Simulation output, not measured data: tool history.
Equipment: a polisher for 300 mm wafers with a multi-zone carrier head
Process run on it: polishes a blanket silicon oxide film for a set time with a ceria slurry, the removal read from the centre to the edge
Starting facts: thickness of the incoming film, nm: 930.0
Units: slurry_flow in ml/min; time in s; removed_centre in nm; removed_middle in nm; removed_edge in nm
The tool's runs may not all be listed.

| run | hour | slurry_flow | centre_zone | middle_zone | edge_zone | time | removed_centre | removed_middle | removed_edge |
|---|---|---|---|---|---|---|---|---|---|
| 1 | 0.0 | 170 | 1.00 | 1.00 | 1.00 | 56 | 279.27 | 269.77 | 264.49 |
| 2 | 2.3 | 170 | 1.00 | 1.00 | 1.03 | 56 | 277.88 | 273.37 | 268.69 |
| 3 | 9.2 | 170 | 0.99 | 0.99 | 1.05 | 59 | 288.48 | 280.16 | 284.03 |
| 4 | 13.0 | 170 | 0.98 | 0.99 | 1.07 | 62 | 305.36 | 296.68 | 307.93 |
| 5 | 13.6 | 175 | 0.97 | 0.99 | 1.09 | 63 | 305.10 | 303.90 | 316.49 |
| 6 | 15.8 | 175 | 0.97 | 0.99 | 1.16 | 63 | 308.11 | 307.82 | 318.08 |
| 7 | 20.3 | 175 | 0.97 | 0.99 | 1.16 | 63 | 310.79 | 302.80 | 321.71 |
| 8 | 27.0 | 180 | 0.96 | 0.99 | 1.17 | 65 | 309.33 | 319.05 | 332.51 |
| 9 | 33.3 | 180 | 0.96 | 0.98 | 1.17 | 67 | 326.06 | 323.38 | 344.38 |
| 10 | 36.5 | 180 | 0.96 | 0.98 | 1.17 | 67 | 324.58 | 320.18 | 341.79 |

Run 11, settings as shown, results not yet in. Your forecast:
| 11 | 38.4 | 180 | 0.95 | 0.98 | 1.17 | 68 | ? | ? | ? |

removed_centre: 321.84 nm
removed_middle: 326.82 nm
removed_edge: 348.74 nm
